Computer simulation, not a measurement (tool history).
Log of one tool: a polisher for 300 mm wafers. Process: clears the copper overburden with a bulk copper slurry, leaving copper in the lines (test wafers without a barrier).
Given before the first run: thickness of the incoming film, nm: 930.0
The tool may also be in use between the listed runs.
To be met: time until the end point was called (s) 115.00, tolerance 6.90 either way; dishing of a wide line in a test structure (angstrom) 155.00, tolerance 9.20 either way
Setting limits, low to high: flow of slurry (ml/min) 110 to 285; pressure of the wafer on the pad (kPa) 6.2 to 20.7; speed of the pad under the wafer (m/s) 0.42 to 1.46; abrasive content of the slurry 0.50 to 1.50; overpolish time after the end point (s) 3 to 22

run    day  flow of slurry (ml/min)  pressure of the wafer on the pad (kPa)  speed of the pad under the wafer (m/s)  abrasive content of the slurry  overpolish time after the end point (s)  time until the end point was called (s)  dishing of a wide line in a test structure (angstrom)
  1  0.000                      180                                    13.1                                    0.94                            1.00                                       11                                   157.64                                                 342.59
  2  0.288                      180                                    11.0                                    0.94                            1.00                                       11                                   190.49                                                 295.64
  3  0.654                      195                                    10.3                                    1.02                            1.05                                       10                                   185.68                                                 281.80
  4  0.779                      205                                     9.7                                    1.10                            1.10                                        9                                   181.61                                                 259.31
  5  0.942                      235                                     9.7                                    1.10                            1.10                                        9                                   182.33                                                 262.04
  6  1.275                      215                                     9.7                                    1.16                            1.15                                        8                                   173.64                                                 245.46
  7  1.321                      200                                     9.7                                    1.20                            1.20                                        7                                   161.50                                                 229.40
  8  1.658                      150                                     7.6                                    1.46                            1.45                                        3                                   175.30                                                 106.75
  9  1.796                      150                                     8.3                                    1.46                            1.45                                        3                                   159.28                                                 112.46
 10  1.988                      155                                     9.0                                    1.46                            1.45                                        3                                   148.54                                                 122.68
 11  2.196                      160                                     9.7                                    1.46                            1.45                                        3                                   138.15                                                 136.06

Which of these 4 next moves meets every target?
  A  2.404                      145                                    11.7                                    1.46                            1.20                                        3                                        ?                                                      ?
  B  2.404                      205                                     9.7                                    1.46                            1.50                                        3                                        ?                                                      ?
  C  2.404                      185                                    10.3                                    1.38                            1.30                                        4                                        ?                                                      ?
  D  2.404                      185                                     7.6                                    1.42                            1.50                                        5                                        ?                                                      ?

move  time until the end point was called (s)  dishing of a wide line in a test structure (angstrom)
   A                                   119.04                                                 151.33
   B                                   133.30                                                 136.19
   C                                   136.10                                                 171.69
   D                                   174.33                                                 165.71
A: every result lands within tolerance
B: closes in on the targets versus the last run, not all within tolerance yet
C: closes in on the targets versus the last run, not all within tolerance yet
D: moves away from the targets compared with the last run
Go with A: it meets all targets.
